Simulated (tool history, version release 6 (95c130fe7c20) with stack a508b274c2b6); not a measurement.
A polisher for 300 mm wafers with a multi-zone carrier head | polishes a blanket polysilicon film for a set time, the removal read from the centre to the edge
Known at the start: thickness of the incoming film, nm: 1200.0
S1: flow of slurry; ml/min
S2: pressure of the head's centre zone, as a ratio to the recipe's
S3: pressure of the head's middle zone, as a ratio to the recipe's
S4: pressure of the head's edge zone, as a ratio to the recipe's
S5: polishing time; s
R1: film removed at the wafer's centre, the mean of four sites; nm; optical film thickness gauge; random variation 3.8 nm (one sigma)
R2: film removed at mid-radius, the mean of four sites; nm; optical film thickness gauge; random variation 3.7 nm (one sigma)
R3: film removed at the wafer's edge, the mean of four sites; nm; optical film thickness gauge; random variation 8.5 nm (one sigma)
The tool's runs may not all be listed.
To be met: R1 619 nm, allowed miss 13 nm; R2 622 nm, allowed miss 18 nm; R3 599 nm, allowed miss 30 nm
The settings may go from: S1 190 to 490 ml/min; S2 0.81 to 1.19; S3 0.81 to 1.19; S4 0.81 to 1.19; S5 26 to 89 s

{"run": 1, "hour": 0.0, "S1": 315, "S2": 1, "S3": 1, "S4": 1, "S5": 57, "R1": 421.11, "R2": 426.93, "R3": 434.23}
{"run": 2, "hour": 3.6, "S1": 315, "S2": 1.06, "S3": 1, "S4": 1, "S5": 57, "R1": 452.05, "R2": 424.92, "R3": 427.93}
{"run": 3, "hour": 7.1, "S1": 325, "S2": 1.08, "S3": 1.05, "S4": 1.05, "S5": 62, "R1": 504.42, "R2": 478.54, "R3": 474.1}
{"run": 4, "hour": 15.9, "S1": 325, "S2": 1.08, "S3": 1.05, "S4": 1.05, "S5": 51, "R1": 413.03, "R2": 398.14, "R3": 394.13}
{"run": 5, "hour": 16.8, "S1": 325, "S2": 1.13, "S3": 1.05, "S4": 1.05, "S5": 51, "R1": 431.91, "R2": 396.13, "R3": 388.6}
{"run": 6, "hour": 24.6, "S1": 325, "S2": 1.13, "S3": 1.05, "S4": 1.05, "S5": 64, "R1": 550.2, "R2": 494.3, "R3": 495.06}
{"run": 7, "hour": 31.7, "S1": 335, "S2": 1.12, "S3": 1.09, "S4": 1.09, "S5": 67, "R1": 563.28, "R2": 538.97, "R3": 521.89}
{"run": 8, "hour": 35.4, "S1": 340, "S2": 1.12, "S3": 1.1, "S4": 1.12, "S5": 69, "R1": 586.43, "R2": 559.81, "R3": 545.6}
{"run": 9, "hour": 36.0, "S1": 345, "S2": 1.12, "S3": 1.11, "S4": 1.14, "S5": 70, "R1": 594.67, "R2": 574.17, "R3": 554.18}
{"run": 10, "hour": 43.5, "S1": 345, "S2": 1.11, "S3": 1.12, "S4": 1.15, "S5": 71, "R1": 592.59, "R2": 590.65, "R3": 575}

5 next moves are on the table. One of them brings every result within its allowed miss. Which?
{"run": "A", "hour": 51.0, "S1": 320, "S2": 1.02, "S3": 1.13, "S4": 1.1, "S5": 75, "R1": "?", "R2": "?", "R3": "?"}
{"run": "B", "hour": 51.0, "S1": 375, "S2": 1.03, "S3": 1.12, "S4": 1.18, "S5": 73, "R1": "?", "R2": "?", "R3": "?"}
{"run": "C", "hour": 51.0, "S1": 350, "S2": 1.18, "S3": 1.19, "S4": 1.15, "S5": 72, "R1": "?", "R2": "?", "R3": "?"}
{"run": "D", "hour": 51.0, "S1": 425, "S2": 1.11, "S3": 1.14, "S4": 1.15, "S5": 73, "R1": "?", "R2": "?", "R3": "?"}
{"run": "E", "hour": 51.0, "S1": 425, "S2": 1.04, "S3": 1.15, "S4": 1.19, "S5": 73, "R1": "?", "R2": "?", "R3": "?"}

move=A R1=576.02 R2=623.28 R3=595.34
move=B R1=573.09 R2=608.6 R3=605.96
move=C R1=645.16 R2=629.07 R3=587.04
move=D R1=623.47 R2=622.63 R3=601.42
move=E R1=583.92 R2=627.53 R3=612.15
A: further off than the last run
B: further off than the last run
C: takes the result that was furthest off past its target
D: meets every target
E: further off than the last run
Move D is the one to make.
